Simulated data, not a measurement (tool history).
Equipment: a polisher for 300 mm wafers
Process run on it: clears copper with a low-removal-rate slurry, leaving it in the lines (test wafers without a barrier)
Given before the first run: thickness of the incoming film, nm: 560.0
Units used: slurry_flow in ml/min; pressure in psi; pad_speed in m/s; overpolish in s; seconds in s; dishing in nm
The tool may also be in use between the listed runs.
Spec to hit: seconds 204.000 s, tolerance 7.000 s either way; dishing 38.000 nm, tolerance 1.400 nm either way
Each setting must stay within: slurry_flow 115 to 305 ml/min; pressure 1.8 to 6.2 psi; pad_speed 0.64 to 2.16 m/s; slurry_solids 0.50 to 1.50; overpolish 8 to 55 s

run,day,slurry_flow,pressure,pad_speed,slurry_solids,overpolish,seconds,dishing
1,0.000,195,4.0,1.40,1.00,28,101.540,100.590
2,0.250,195,4.0,1.70,1.00,28,85.174,114.700
3,0.592,205,3.4,1.46,1.00,23,113.020,76.557
4,0.650,205,2.9,1.34,1.00,21,146.900,57.691
5,0.858,205,2.9,1.34,1.00,13,146.370,38.744
6,1.200,190,2.6,1.34,1.00,15,165.390,38.831
7,1.225,170,2.5,1.34,1.00,16,172.880,39.855
8,1.504,155,2.4,1.34,1.00,17,182.760,40.048
9,1.592,145,2.3,1.34,1.00,17,189.680,37.498

5 next moves are on the table. One of them brings every result within its allowed miss. Which?
A,1.679,145,2.4,1.28,0.75,17,?,?
B,1.679,160,2.1,1.46,0.95,18,?,?
C,1.679,170,2.9,0.96,1.05,18,?,?
D,1.679,140,2.1,1.36,1.15,17,?,?
E,1.679,145,2.4,1.36,1.00,16,?,?

move,seconds,dishing
A,203.690,35.321
B,190.720,39.154
C,203.800,37.482
D,201.990,35.364
E,181.690,37.068
A: meets the target for the result that was furthest off, but another lies outside its allowed miss
B: nearer than the last run, and not there yet
C: each result inside its tolerance
D: meets the target for the result that was furthest off, but another lies outside its allowed miss
E: the biggest miss grows against the last run
The right move is C.
